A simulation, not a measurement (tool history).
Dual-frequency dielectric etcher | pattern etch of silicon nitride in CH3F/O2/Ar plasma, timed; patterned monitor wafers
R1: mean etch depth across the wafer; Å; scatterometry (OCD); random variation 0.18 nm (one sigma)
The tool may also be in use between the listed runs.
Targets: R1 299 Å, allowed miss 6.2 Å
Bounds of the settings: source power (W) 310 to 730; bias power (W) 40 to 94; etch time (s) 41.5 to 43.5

run 1 hour=0 | source_power_(W)=520 bias_power_(W)=67 etch_time_(s)=41.5 | R1=331.38
run 2 hour=1.7 | source_power_(W)=520 bias_power_(W)=73 etch_time_(s)=41.5 | R1=339.45
run 3 hour=10 | source_power_(W)=520 bias_power_(W)=73 etch_time_(s)=41.5 | R1=336.16
run 4 hour=18.8 | source_power_(W)=520 bias_power_(W)=73 etch_time_(s)=43.5 | R1=354.24
run 5 hour=25.2 | source_power_(W)=520 bias_power_(W)=68 etch_time_(s)=43.5 | R1=347.7
run 6 hour=27.6 | source_power_(W)=520 bias_power_(W)=68 etch_time_(s)=41.5 | R1=330.88
run 7 hour=29.8 | source_power_(W)=490 bias_power_(W)=67 etch_time_(s)=41.5 | R1=321.1
run 8 hour=38.6 | source_power_(W)=400 bias_power_(W)=64 etch_time_(s)=41.5 | R1=288.63

Which of these 5 next moves meets every target?
run A hour=47.4 | source_power_(W)=390 bias_power_(W)=63 etch_time_(s)=41.5 | R1=?
run B hour=47.4 | source_power_(W)=340 bias_power_(W)=56 etch_time_(s)=43.5 | R1=?
run C hour=47.4 | source_power_(W)=390 bias_power_(W)=61 etch_time_(s)=42 | R1=?
run D hour=47.4 | source_power_(W)=440 bias_power_(W)=57 etch_time_(s)=43.5 | R1=?
run E hour=47.4 | source_power_(W)=330 bias_power_(W)=66 etch_time_(s)=41.5 | R1=?

move=A R1=284.35
move=B R1=268.4
move=C R1=283.48
move=D R1=297.26
move=E R1=273.81
A: further off than the last run
B: further off than the last run
C: further off than the last run
D: meets every target
E: further off than the last run
Move D is the one to make.
